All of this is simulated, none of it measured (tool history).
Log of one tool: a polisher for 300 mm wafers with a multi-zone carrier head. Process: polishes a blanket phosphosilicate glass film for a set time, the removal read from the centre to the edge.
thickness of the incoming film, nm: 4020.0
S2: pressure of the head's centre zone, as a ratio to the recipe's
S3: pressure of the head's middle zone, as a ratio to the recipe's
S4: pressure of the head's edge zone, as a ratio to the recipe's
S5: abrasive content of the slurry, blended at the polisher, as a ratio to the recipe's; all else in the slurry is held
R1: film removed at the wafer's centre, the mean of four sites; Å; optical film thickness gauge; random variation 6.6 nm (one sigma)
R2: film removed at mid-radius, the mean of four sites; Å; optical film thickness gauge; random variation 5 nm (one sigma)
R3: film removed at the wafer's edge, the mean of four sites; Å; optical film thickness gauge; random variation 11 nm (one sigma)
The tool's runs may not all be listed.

{"run": 1, "day": 0.0, "flow of slurry (ml/min)": 190, "S2": 1, "S3": 1, "S4": 1, "S5": 1, "polishing time (s)": 61, "R1": 5295.9, "R2": 5321.6, "R3": 5335.8}
{"run": 2, "day": 0.067, "flow of slurry (ml/min)": 195, "S2": 1, "S3": 1.02, "S4": 1.03, "S5": 1.1, "polishing time (s)": 61, "R1": 5550.9, "R2": 5624.5, "R3": 5764.8}
{"run": 3, "day": 0.092, "flow of slurry (ml/min)": 195, "S2": 0.94, "S3": 1.02, "S4": 1.03, "S5": 1.1, "polishing time (s)": 61, "R1": 5170.3, "R2": 5605, "R3": 5771.1}
{"run": 4, "day": 0.304, "flow of slurry (ml/min)": 195, "S2": 1.02, "S3": 1.02, "S4": 1.03, "S5": 1.1, "polishing time (s)": 61, "R1": 5660.5, "R2": 5630.2, "R3": 5875.1}
{"run": 5, "day": 0.362, "flow of slurry (ml/min)": 195, "S2": 1.02, "S3": 1.06, "S4": 1.03, "S5": 1.1, "polishing time (s)": 61, "R1": 5553.1, "R2": 5818.3, "R3": 5874.7}
{"run": 6, "day": 0.417, "flow of slurry (ml/min)": 195, "S2": 1.02, "S3": 1.06, "S4": 1.03, "S5": 1.1, "polishing time (s)": 67, "R1": 6282.4, "R2": 6344.3, "R3": 6321.9}

Forecast run 7:
{"run": 7, "day": 0.579, "flow of slurry (ml/min)": 205, "S2": 1.02, "S3": 1.08, "S4": 1.04, "S5": 1.15, "polishing time (s)": 67, "R1": "?", "R2": "?", "R3": "?"}

Run 7 gave R1 6313.4 Å, R2 6662.8 Å, R3 6589.4 Å.

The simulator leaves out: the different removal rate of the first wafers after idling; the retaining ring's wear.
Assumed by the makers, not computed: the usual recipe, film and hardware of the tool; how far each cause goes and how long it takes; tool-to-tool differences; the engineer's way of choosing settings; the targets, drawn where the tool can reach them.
